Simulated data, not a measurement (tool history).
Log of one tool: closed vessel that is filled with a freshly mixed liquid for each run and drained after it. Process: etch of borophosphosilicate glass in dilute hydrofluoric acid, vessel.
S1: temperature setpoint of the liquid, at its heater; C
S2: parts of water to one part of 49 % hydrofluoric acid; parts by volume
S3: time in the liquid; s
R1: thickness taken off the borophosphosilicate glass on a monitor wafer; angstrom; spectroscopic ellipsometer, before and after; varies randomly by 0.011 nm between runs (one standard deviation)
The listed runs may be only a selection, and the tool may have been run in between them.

run,hour,S1,S2,S3,R1
1,0,25,275,30,36.98
2,1.6,24,275,30,35.533
3,3.9,24,240,30,42.229
4,12.5,24,240,30,42.59
5,16.9,21,240,30,38.041
6,25,21,240,30,37.983
7,31.2,17,280,30,26.869

Expected results for the next run?
8,33.2,17.5,280,30,?

R1: 27.559 angstrom
